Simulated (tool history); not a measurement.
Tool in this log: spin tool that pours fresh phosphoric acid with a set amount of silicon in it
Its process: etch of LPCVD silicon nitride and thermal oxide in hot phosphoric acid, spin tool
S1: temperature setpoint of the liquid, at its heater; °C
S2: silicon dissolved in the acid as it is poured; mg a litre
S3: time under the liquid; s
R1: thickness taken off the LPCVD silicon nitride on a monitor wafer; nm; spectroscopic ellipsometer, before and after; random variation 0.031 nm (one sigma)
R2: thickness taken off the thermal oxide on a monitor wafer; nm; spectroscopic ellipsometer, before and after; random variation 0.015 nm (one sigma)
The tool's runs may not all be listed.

| run | day | S1 | S2 | S3 | R1 | R2 |
|---|---|---|---|---|---|---|
| 1 | 0 | 161 | 13.5 | 180 | 15.002 | 0.41141 |
| 2 | 0.138 | 161 | 13.5 | 145 | 12.15 | 0.33243 |
| 3 | 0.3 | 161 | 13.5 | 220 | 18.47 | 0.58381 |
| 4 | 0.512 | 159.5 | 13.5 | 220 | 17.52 | 0.41265 |
| 5 | 0.588 | 158 | 13.5 | 220 | 16.622 | 0.40945 |
| 6 | 0.833 | 157.5 | 15 | 190 | 14.166 | 0.27177 |
| 7 | 0.858 | 157.5 | 13.5 | 165 | 12.217 | 0.21086 |
| 8 | 1.054 | 157.5 | 10 | 145 | 10.768 | 0.26198 |
| 9 | 1.208 | 156.5 | 15.5 | 95 | 6.7875 | 0.13184 |
| 10 | 1.5 | 157 | 15.5 | 100 | 7.2893 | 0.1681 |
| 11 | 1.683 | 157 | 15.5 | 100 | 7.3199 | 0.13913 |
| 12 | 1.946 | 157.5 | 16 | 105 | 7.7822 | 0.15031 |

Run 13, settings as shown, results not yet in. Your forecast:
| 13 | 2.129 | 158 | 16.5 | 105 | ? | ? |

Run 13 produced R1 7.9145 nm, R2 0.17783 nm.

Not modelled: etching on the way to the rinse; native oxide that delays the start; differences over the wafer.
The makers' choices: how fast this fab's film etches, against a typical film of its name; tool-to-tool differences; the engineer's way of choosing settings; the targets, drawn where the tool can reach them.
